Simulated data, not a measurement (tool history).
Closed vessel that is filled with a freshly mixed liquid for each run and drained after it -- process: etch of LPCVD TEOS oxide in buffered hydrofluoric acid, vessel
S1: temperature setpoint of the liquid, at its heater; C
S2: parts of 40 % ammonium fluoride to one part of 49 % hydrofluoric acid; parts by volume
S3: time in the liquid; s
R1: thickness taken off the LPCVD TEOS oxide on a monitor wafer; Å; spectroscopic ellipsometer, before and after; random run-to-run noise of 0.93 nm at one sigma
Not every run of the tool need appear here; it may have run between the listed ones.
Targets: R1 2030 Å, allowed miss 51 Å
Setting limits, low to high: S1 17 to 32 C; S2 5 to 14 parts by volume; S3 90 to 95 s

run    day    S1   S2  S3      R1
  1      0    24  8.5  90  2705.7
  2   0.35    24   11  90  2173.8
  3  0.608    24   11  95  2326.3
  4  0.754    24  9.5  95  2604.7
  5  0.896    23  9.5  95  2469.3
  6  1.225    21  9.5  95  2204.8
  7  1.504  20.5  9.5  95  2137.2
  8  1.571    20  9.5  95  2098.3

Exactly one of the 5 candidate moves below puts every result within its allowed miss. Which one?
  A  1.638    19  8.5  95   ?
  B  1.638    19   10  95   ?
  C  1.638  18.5    8  90   ?
  D  1.638    21   10  95   ?
  E  1.638    19    9  95   ?

move      R1
   A  2194.7
   B    1930
   C  2158.7
   D  2158.7
   E  2062.5
A: moves away from the targets compared with the last run
B: takes the result that was furthest off past its target
C: moves away from the targets compared with the last run
D: moves away from the targets compared with the last run
E: every result within its allowed miss
E is the move that brings every result within its allowed miss.

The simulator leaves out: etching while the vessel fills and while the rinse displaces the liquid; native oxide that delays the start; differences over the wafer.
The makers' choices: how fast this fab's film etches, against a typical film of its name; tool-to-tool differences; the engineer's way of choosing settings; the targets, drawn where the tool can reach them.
